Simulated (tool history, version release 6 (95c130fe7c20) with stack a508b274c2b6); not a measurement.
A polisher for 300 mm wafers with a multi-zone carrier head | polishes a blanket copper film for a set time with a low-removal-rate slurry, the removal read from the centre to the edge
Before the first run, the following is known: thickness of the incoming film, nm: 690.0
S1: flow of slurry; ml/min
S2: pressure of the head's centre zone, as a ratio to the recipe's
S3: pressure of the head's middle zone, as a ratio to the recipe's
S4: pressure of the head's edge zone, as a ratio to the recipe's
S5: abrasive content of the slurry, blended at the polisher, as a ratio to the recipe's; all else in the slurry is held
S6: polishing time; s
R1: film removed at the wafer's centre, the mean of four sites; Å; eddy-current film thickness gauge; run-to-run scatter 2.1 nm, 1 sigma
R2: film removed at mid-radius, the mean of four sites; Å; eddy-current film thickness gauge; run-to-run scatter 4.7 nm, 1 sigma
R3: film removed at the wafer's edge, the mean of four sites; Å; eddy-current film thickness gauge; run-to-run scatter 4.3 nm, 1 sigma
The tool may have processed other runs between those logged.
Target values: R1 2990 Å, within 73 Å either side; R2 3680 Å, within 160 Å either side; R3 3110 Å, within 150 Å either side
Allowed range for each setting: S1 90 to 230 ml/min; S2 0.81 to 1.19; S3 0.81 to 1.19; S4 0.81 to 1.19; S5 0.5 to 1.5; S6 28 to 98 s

| run | hour | S1 | S2 | S3 | S4 | S5 | S6 | R1 | R2 | R3 |
|---|---|---|---|---|---|---|---|---|---|---|
| 1 | 0 | 150 | 1 | 1 | 1 | 1 | 63 | 2654.1 | 2801.6 | 2630.5 |
| 2 | 2.8 | 150 | 0.91 | 1 | 1 | 1 | 63 | 2394.9 | 2734.8 | 2597 |
| 3 | 7.5 | 165 | 0.94 | 1.06 | 1.04 | 1.05 | 63 | 2546.6 | 2928.9 | 2783.3 |
| 4 | 12.8 | 185 | 0.94 | 1.06 | 1.04 | 1.05 | 63 | 2602.1 | 2997.2 | 2836.8 |
| 5 | 15.6 | 190 | 0.95 | 1.1 | 1.02 | 1.1 | 64 | 2728.3 | 3290.8 | 2871.9 |
| 6 | 16.9 | 190 | 0.95 | 1.1 | 1.02 | 1.1 | 53 | 2248.7 | 2733.3 | 2359.2 |
| 7 | 20 | 195 | 0.97 | 1.13 | 1.04 | 1.2 | 55 | 2457.2 | 2916.4 | 2555.7 |
| 8 | 26.7 | 205 | 0.97 | 1.15 | 1.04 | 1.3 | 57 | 2602.3 | 3181.3 | 2655.6 |
| 9 | 30 | 210 | 0.97 | 1.16 | 1.06 | 1.35 | 59 | 2754.8 | 3318.4 | 2834.8 |
| 10 | 37.1 | 215 | 0.97 | 1.17 | 1.07 | 1.4 | 60 | 2853.3 | 3494.4 | 2867.6 |
| 11 | 39.8 | 215 | 0.97 | 1.17 | 1.1 | 1.45 | 61 | 2896.3 | 3448.9 | 3082.3 |

Consider the 4 candidate settings below. Which is the only one whose results all fall within their allowed miss of target?
| A | 42.5 | 210 | 0.99 | 1.05 | 1.08 | 1.4 | 61 | ? | ? | ? |
| B | 42.5 | 220 | 0.94 | 1.19 | 1.1 | 1.45 | 61 | ? | ? | ? |
| C | 42.5 | 230 | 0.99 | 1.14 | 1.12 | 1.25 | 60 | ? | ? | ? |
| D | 42.5 | 230 | 0.97 | 1.19 | 1.06 | 1.45 | 62 | ? | ? | ? |

| move | R1 | R2 | R3 |
|---|---|---|---|
| A | 2931.9 | 3229.6 | 2990.5 |
| B | 2832.5 | 3654.5 | 3054.5 |
| C | 2844.3 | 3353.9 | 2932.9 |
| D | 2992.8 | 3737.7 | 3063.3 |
A: further off than the last run
B: corrects the largest miss of the last run, while another result sits out of spec
C: further off than the last run
D: all results in spec
D is the move that brings every result within its allowed miss.
